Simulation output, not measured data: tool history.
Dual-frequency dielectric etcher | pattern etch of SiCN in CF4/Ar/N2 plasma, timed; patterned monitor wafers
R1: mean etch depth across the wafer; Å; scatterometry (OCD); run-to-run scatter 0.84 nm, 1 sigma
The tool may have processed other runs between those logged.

{"run": 1, "hour": 0.0, "source power (W)": 410, "bias power (W)": 97, "Ar flow (sccm)": 138, "CF4 flow (sccm)": 68, "etch time (s)": 115.5, "R1": 983.76}
{"run": 2, "hour": 7.5, "source power (W)": 410, "bias power (W)": 106, "Ar flow (sccm)": 138, "CF4 flow (sccm)": 68, "etch time (s)": 115.5, "R1": 1029.5}
{"run": 3, "hour": 9.5, "source power (W)": 410, "bias power (W)": 106, "Ar flow (sccm)": 138, "CF4 flow (sccm)": 68, "etch time (s)": 120.5, "R1": 1071.8}
{"run": 4, "hour": 10.2, "source power (W)": 410, "bias power (W)": 106, "Ar flow (sccm)": 159, "CF4 flow (sccm)": 68, "etch time (s)": 120.5, "R1": 1037.4}
{"run": 5, "hour": 17.5, "source power (W)": 410, "bias power (W)": 106, "Ar flow (sccm)": 159, "CF4 flow (sccm)": 68, "etch time (s)": 115.5, "R1": 1007.4}
{"run": 6, "hour": 21.6, "source power (W)": 410, "bias power (W)": 106, "Ar flow (sccm)": 159, "CF4 flow (sccm)": 68, "etch time (s)": 115.5, "R1": 996.08}
{"run": 7, "hour": 29.5, "source power (W)": 440, "bias power (W)": 107, "Ar flow (sccm)": 159, "CF4 flow (sccm)": 68, "etch time (s)": 115.5, "R1": 1064.7}

Forecast run 8:
{"run": 8, "hour": 37.9, "source power (W)": 460, "bias power (W)": 108, "Ar flow (sccm)": 159, "CF4 flow (sccm)": 68, "etch time (s)": 115.5, "R1": "?"}

For run 8 the tool returned R1 1112.3 Å.

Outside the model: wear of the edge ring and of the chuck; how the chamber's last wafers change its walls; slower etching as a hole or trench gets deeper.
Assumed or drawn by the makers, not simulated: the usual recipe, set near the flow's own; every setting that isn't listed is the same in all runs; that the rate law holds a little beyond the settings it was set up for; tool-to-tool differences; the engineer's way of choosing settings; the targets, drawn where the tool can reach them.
